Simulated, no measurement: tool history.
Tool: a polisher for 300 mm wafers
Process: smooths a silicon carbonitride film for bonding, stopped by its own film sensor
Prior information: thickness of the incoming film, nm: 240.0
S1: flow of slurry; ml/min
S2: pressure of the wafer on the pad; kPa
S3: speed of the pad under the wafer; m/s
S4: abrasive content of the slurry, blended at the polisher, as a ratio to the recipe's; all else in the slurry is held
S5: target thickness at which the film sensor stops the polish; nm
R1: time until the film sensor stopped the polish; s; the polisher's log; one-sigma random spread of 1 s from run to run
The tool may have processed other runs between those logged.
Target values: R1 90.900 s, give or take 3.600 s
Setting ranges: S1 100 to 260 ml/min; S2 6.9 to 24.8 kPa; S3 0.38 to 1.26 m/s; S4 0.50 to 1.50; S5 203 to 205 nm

Run 1, hour 0.0: S1 165 ml/min, S2 15.9 kPa, S3 0.82 m/s, S4 1.00, S5 205 nm. Result: R1 120.030 s.
Run 2, hour 0.6: S1 165 ml/min, S2 16.5 kPa, S3 0.82 m/s, S4 1.00, S5 205 nm. Result: R1 116.380 s.
Run 3, hour 3.6: S1 165 ml/min, S2 16.5 kPa, S3 0.90 m/s, S4 1.00, S5 205 nm. Result: R1 108.990 s.
Run 4, hour 11.9: S1 165 ml/min, S2 16.5 kPa, S3 0.80 m/s, S4 1.00, S5 205 nm. Result: R1 119.450 s.
Run 5, hour 13.2: S1 165 ml/min, S2 16.5 kPa, S3 0.80 m/s, S4 1.15, S5 205 nm. Result: R1 114.240 s.
Run 6, hour 15.5: S1 165 ml/min, S2 17.2 kPa, S3 0.80 m/s, S4 1.15, S5 205 nm. Result: R1 107.670 s.
Run 7, hour 17.0: S1 165 ml/min, S2 17.9 kPa, S3 0.80 m/s, S4 1.15, S5 205 nm. Result: R1 104.670 s.
Run 8, hour 19.0: S1 170 ml/min, S2 19.3 kPa, S3 0.80 m/s, S4 1.15, S5 205 nm. Result: R1 97.005 s.

Next run, 5 choices. One meets every target within its allowed miss, the rest don't. Which?
Run A, hour 21.0: S1 155 ml/min, S2 20.0 kPa, S3 0.72 m/s, S4 1.10, S5 205 nm. Result: R1 ?.
Run B, hour 21.0: S1 180 ml/min, S2 20.7 kPa, S3 0.78 m/s, S4 1.15, S5 205 nm. Result: R1 ?.
Run C, hour 21.0: S1 160 ml/min, S2 20.7 kPa, S3 0.74 m/s, S4 1.15, S5 203 nm. Result: R1 ?.
Run D, hour 21.0: S1 190 ml/min, S2 18.6 kPa, S3 0.78 m/s, S4 1.15, S5 204 nm. Result: R1 ?.
Run E, hour 21.0: S1 170 ml/min, S2 19.3 kPa, S3 0.80 m/s, S4 1.15, S5 204 nm. Result: R1 ?.

move       R1
   A  106.290
   B   92.987
   C  104.190
   D  105.250
   E  101.060
A: its largest miss is bigger than the last run's
B: meets every target
C: its largest miss is bigger than the last run's
D: its largest miss is bigger than the last run's
E: its largest miss is bigger than the last run's
The right move is B.

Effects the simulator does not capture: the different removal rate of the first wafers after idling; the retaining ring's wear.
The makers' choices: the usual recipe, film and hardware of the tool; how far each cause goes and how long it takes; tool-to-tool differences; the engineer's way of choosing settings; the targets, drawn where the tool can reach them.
